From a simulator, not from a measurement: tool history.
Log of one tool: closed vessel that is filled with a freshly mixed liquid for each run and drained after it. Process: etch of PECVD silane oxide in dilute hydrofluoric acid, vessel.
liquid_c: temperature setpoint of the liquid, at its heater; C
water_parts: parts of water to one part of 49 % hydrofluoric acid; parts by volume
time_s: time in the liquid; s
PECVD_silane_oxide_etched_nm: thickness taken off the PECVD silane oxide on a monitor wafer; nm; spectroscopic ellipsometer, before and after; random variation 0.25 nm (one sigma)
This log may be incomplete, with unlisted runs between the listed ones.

run  hour  liquid_c  water_parts  time_s  PECVD_silane_oxide_etched_nm
  1     0        25          165     790                        69.478
  2   1.2      22.5          190     790                        54.365
  3   3.3        20          190     790                        50.078
  4   8.6        19          210     790                        42.148
  5  12.2        19          155     790                        60.595
  6  15.7      18.5          185     790                        47.437
     21.2  -- thermometer replaced
  7  21.2        18          205     790                        39.484
  8  25.3      17.5          215     790                        36.421

Predict the results of run 9:
  9  29.5      17.5          220     790                             ?

{"run 9": {"PECVD_silane_oxide_etched_nm": 35.559}}
